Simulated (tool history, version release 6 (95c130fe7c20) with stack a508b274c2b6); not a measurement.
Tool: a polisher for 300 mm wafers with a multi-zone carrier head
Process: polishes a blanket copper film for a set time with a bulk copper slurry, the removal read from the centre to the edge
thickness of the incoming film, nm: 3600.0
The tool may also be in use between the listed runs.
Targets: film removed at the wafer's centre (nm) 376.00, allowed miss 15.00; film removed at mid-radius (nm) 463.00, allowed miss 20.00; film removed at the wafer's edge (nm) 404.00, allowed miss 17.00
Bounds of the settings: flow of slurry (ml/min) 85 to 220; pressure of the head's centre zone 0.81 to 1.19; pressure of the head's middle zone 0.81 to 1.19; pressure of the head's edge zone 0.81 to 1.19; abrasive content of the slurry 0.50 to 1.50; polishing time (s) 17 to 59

run  hour  flow of slurry (ml/min)  pressure of the head's centre zone  pressure of the head's middle zone  pressure of the head's edge zone  abrasive content of the slurry  polishing time (s)  film removed at the wafer's centre (nm)  film removed at mid-radius (nm)  film removed at the wafer's edge (nm)
  1   0.0                      140                                1.00                                1.00                              1.00                            1.00                  38                                   500.36                           492.53                                 500.00
  2   1.8                      140                                1.00                                1.00                              1.00                            1.00                  29                                   369.67                           376.71                                 376.48
  3   8.3                      140                                1.00                                1.00                              1.00                            1.00                  36                                   470.67                           464.11                                 465.16
  4  16.4                      105                                1.00                                1.00                              1.00                            1.00                  36                                   433.07                           434.68                                 443.25
  5  18.4                      100                                0.98                                1.03                              0.98                            1.00                  36                                   416.05                           418.49                                 429.50
  6  20.1                      100                                0.98                                1.06                              0.98                            1.00                  36                                   408.49                           451.13                                 438.08
  7  24.1                      100                                0.98                                1.08                              0.95                            1.00                  36                                   409.96                           441.24                                 423.06
  8  26.1                      100                                0.97                                1.11                              0.94                            1.00                  36                                   412.26                           455.85                                 422.44
  9  33.4                       95                                0.96                                1.13                              0.93                            1.00                  36                                   392.03                           471.89                                 408.11

Which of these 5 next moves meets every target?
  A  40.7                       85                                0.91                                1.14                              0.82                            0.90                  39                                        ?                                ?                                      ?
  B  40.7                      105                                0.99                                1.18                              0.89                            0.95                  36                                        ?                                ?                                      ?
  C  40.7                       85                                0.86                                1.08                              0.94                            1.10                  38                                        ?                                ?                                      ?
  D  40.7                      140                                0.98                                1.19                              0.83                            0.95                  34                                        ?                                ?                                      ?
  E  40.7                      115                                0.98                                1.19                              0.81                            1.15                  33                                        ?                                ?                                      ?

move  film removed at the wafer's centre (nm)  film removed at mid-radius (nm)  film removed at the wafer's edge (nm)
   A                                   380.88                           467.79                                 412.08
   B                                   423.22                           485.39                                 419.69
   C                                   366.70                           455.43                                 447.39
   D                                   431.84                           498.51                                 405.06
   E                                   413.75                           480.99                                 392.39
A: meets every target
B: further off than the last run
C: brings the result that was furthest off to its target, and leaves another outside
D: further off than the last run
E: further off than the last run
The right move is A.

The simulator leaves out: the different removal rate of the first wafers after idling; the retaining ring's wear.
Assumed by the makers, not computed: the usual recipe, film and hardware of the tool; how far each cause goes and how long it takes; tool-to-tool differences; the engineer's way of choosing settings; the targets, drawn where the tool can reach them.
